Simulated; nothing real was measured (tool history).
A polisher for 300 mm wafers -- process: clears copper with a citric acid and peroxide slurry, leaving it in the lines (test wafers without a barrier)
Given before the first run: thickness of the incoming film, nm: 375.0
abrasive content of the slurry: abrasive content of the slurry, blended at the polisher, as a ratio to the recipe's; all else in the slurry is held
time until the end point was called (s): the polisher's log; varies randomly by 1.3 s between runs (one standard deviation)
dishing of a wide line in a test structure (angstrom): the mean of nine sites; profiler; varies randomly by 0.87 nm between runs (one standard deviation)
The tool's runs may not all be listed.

run  hour  flow of slurry (ml/min)  pressure of the wafer on the pad (kPa)  speed of the pad under the wafer (cm/s)  abrasive content of the slurry  overpolish time after the end point (s)  time until the end point was called (s)  dishing of a wide line in a test structure (angstrom)
  1   0.0                      245                                    23.4                                      106                             1.0                                       17                                   143.78                                                 248.82
  2   2.3                      245                                    23.4                                      126                             1.0                                       17                                   120.88                                                 285.66
  3   8.7                      245                                    24.8                                      126                             1.0                                       18                                   115.95                                                 319.62
  4  10.2                      245                                    26.2                                      126                             1.0                                       18                                   112.87                                                 320.30
  5  19.0                      245                                    28.3                                      128                             1.0                                       18                                   104.41                                                 325.49
  6  27.6                      215                                    28.3                                      128                             1.0                                       18                                   107.72                                                 319.45

Expected results for the next run?
  7  33.1                      230                                    29.0                                      128                             1.0                                       19                                        ?                                                      ?

time until the end point was called (s): 104.93
dishing of a wide line in a test structure (angstrom): 324.87
